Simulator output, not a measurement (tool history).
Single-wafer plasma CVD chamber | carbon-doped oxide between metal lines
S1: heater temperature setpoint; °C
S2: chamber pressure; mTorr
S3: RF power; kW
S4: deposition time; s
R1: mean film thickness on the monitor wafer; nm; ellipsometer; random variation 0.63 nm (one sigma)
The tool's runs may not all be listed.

| run | hour | S1 | S2 | S3 | S4 | R1 |
|---|---|---|---|---|---|---|
| 1 | 0.0 | 355 | 4590 | 0.655 | 24.2 | 143.11 |
| 2 | 5.1 | 363 | 4590 | 0.655 | 24.2 | 137.86 |
| 3 | 12.4 | 363 | 4590 | 0.655 | 25.0 | 144.30 |
| 4 | 18.0 | 363 | 4590 | 0.605 | 25.0 | 133.80 |
| 5 | 23.8 | 365 | 4390 | 0.595 | 25.0 | 130.95 |
| 6 | 28.7 | 367 | 4200 | 0.585 | 25.0 | 128.38 |
| 7 | 33.8 | 372 | 3380 | 0.510 | 24.9 | 110.46 |
| 8 | 37.6 | 370 | 3470 | 0.510 | 24.9 | 111.25 |
| 9 | 42.0 | 368 | 3560 | 0.510 | 24.9 | 113.19 |

The next listed run, before its measurement:
| 10 | 46.0 | 367 | 3600 | 0.510 | 24.9 | ? |

{"run 10": {"R1": 112.18}}
